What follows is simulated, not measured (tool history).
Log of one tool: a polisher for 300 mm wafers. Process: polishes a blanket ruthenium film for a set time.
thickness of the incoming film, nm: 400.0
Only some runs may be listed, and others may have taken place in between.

run,hour,flow of slurry (ml/min),pressure of the wafer on the pad (kPa),speed of the pad under the wafer (m/s),polishing time (s),film removed (nm)
1,0,165,15.2,0.9,90,101.8
2,6.1,160,13.1,0.9,90,88.808
3,11.9,160,13.1,0.9,94,94.396
4,16.2,155,11.7,0.88,94,83.375
5,17.4,195,11.7,0.88,94,84.796
6,20.1,195,11.7,0.88,90,82.134
7,22.7,190,10.3,0.88,90,73.733
8,23.5,190,9.7,0.88,90,68.908
9,32.2,165,7.6,0.88,90,54.261

Run 10, settings as shown, results not yet in. Your forecast:
10,35.8,170,7.6,0.88,90,?

film removed (nm): 54.786
